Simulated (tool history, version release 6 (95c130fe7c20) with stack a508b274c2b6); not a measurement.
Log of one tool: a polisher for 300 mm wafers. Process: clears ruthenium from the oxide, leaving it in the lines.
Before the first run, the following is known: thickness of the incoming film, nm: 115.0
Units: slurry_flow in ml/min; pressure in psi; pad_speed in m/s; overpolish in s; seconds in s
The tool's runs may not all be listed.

run,day,slurry_flow,pressure,pad_speed,overpolish,seconds
1,0.000,125,1.8,1.1,22,135.05
2,0.362,125,1.8,1.1,23,134.58
3,0.433,120,1.7,1.1,23,142.23
4,0.458,100,1.7,1.1,23,152.71
5,0.746,100,1.7,1.1,22,150.08
6,0.879,100,2.0,1.1,22,129.12
7,0.900,95,1.8,1.1,22,146.19
8,1.267,90,1.7,1.1,22,156.39

Forecast run 9:
9,1.429,85,1.6,1.1,22,?

seconds: 169.04 s
